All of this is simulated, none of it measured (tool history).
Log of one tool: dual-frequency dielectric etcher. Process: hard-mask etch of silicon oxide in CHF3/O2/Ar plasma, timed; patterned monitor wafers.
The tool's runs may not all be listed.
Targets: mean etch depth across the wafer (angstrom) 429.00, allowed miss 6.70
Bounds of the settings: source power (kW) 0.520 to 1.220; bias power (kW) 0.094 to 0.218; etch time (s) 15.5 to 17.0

| run | hour | source power (kW) | bias power (kW) | etch time (s) | mean etch depth across the wafer (angstrom) |
|---|---|---|---|---|---|
| 1 | 0.0 | 0.870 | 0.156 | 17.0 | 389.75 |
| 2 | 7.6 | 0.780 | 0.156 | 17.0 | 374.65 |
| 3 | 16.0 | 0.780 | 0.156 | 17.0 | 375.68 |
| 4 | 17.5 | 0.820 | 0.157 | 17.0 | 382.26 |
| 5 | 22.7 | 0.910 | 0.157 | 17.0 | 395.03 |
| 6 | 23.6 | 1.060 | 0.157 | 17.0 | 416.43 |
|  | 26.0 | wet clean of the chamber |
| 7 | 26.0 | 1.070 | 0.157 | 17.0 | 407.82 |
| 8 | 28.2 | 1.090 | 0.158 | 17.0 | 410.65 |

Which of these 4 next moves meets every target?
| A | 30.4 | 1.070 | 0.210 | 17.0 | ? |
| B | 30.4 | 1.220 | 0.162 | 17.0 | ? |
| C | 30.4 | 1.010 | 0.197 | 16.5 | ? |
| D | 30.4 | 1.200 | 0.161 | 16.5 | ? |

| move | mean etch depth across the wafer (angstrom) |
|---|---|
| A | 441.03 |
| B | 429.29 |
| C | 412.49 |
| D | 413.66 |
A: takes the result that was furthest off past its target
B: meets every target
C: nearer than the last run, and not there yet
D: nearer than the last run, and not there yet
The right move is B.
